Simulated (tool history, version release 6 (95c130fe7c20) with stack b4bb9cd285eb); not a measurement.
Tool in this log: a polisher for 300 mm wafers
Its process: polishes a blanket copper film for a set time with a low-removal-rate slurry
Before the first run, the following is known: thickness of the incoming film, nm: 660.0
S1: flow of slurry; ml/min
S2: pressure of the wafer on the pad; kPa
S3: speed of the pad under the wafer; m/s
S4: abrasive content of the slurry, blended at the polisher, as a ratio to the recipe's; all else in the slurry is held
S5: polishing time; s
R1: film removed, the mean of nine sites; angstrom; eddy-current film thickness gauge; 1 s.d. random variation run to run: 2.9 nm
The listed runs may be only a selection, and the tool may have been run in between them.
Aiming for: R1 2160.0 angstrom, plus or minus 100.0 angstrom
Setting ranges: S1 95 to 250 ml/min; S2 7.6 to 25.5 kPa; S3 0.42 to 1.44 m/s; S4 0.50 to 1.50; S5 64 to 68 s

{"run": 1, "hour": 0.0, "S1": 160, "S2": 16.5, "S3": 0.92, "S4": 1.0, "S5": 64, "R1": 1587.3}
{"run": 2, "hour": 0.9, "S1": 160, "S2": 17.2, "S3": 0.92, "S4": 1.0, "S5": 64, "R1": 1692.1}
{"run": 3, "hour": 5.9, "S1": 160, "S2": 17.2, "S3": 0.92, "S4": 1.1, "S5": 64, "R1": 1760.0}
{"run": 4, "hour": 8.6, "S1": 160, "S2": 13.1, "S3": 0.92, "S4": 1.1, "S5": 64, "R1": 1359.4}
{"run": 5, "hour": 16.6, "S1": 160, "S2": 13.1, "S3": 0.92, "S4": 1.1, "S5": 64, "R1": 1348.9}
{"run": 6, "hour": 20.7, "S1": 160, "S2": 13.1, "S3": 0.92, "S4": 1.1, "S5": 64, "R1": 1364.3}
{"run": 7, "hour": 21.3, "S1": 160, "S2": 13.8, "S3": 0.92, "S4": 1.1, "S5": 64, "R1": 1433.1}
{"run": 8, "hour": 30.2, "S1": 160, "S2": 14.5, "S3": 0.92, "S4": 1.1, "S5": 64, "R1": 1510.0}
{"run": 9, "hour": 35.2, "S1": 160, "S2": 15.2, "S3": 0.92, "S4": 1.1, "S5": 64, "R1": 1562.4}
{"run": 10, "hour": 38.3, "S1": 160, "S2": 15.9, "S3": 0.92, "S4": 1.1, "S5": 64, "R1": 1630.6}
{"run": 11, "hour": 43.2, "S1": 160, "S2": 16.5, "S3": 0.92, "S4": 1.1, "S5": 64, "R1": 1704.7}
{"run": 12, "hour": 46.4, "S1": 160, "S2": 17.2, "S3": 0.92, "S4": 1.1, "S5": 64, "R1": 1684.2}
{"run": 13, "hour": 49.4, "S1": 160, "S2": 17.9, "S3": 0.92, "S4": 1.1, "S5": 64, "R1": 1765.9}
{"run": 14, "hour": 50.0, "S1": 160, "S2": 18.6, "S3": 0.92, "S4": 1.1, "S5": 64, "R1": 1879.8}
{"run": 15, "hour": 53.4, "S1": 165, "S2": 20.7, "S3": 0.92, "S4": 1.1, "S5": 64, "R1": 2015.2}

Which one of the following 5 next-run settings gets every result inside its allowed miss? There is exactly one.
{"run": "A", "hour": 56.8, "S1": 175, "S2": 19.3, "S3": 0.9, "S4": 0.95, "S5": 67, "R1": "?"}
{"run": "B", "hour": 56.8, "S1": 135, "S2": 14.5, "S3": 1.1, "S4": 1.3, "S5": 68, "R1": "?"}
{"run": "C", "hour": 56.8, "S1": 165, "S2": 20.7, "S3": 0.86, "S4": 1.1, "S5": 66, "R1": "?"}
{"run": "D", "hour": 56.8, "S1": 180, "S2": 22.8, "S3": 0.68, "S4": 1.35, "S5": 68, "R1": "?"}
{"run": "E", "hour": 56.8, "S1": 170, "S2": 20.7, "S3": 0.96, "S4": 1.05, "S5": 66, "R1": "?"}

move=A R1=1956.5
move=B R1=1836.9
move=C R1=1991.3
move=D R1=1923.9
move=E R1=2182.7
A: lands further from the targets than the last run did
B: lands further from the targets than the last run did
C: lands further from the targets than the last run did
D: lands further from the targets than the last run did
E: every result lands within tolerance
Answer: E
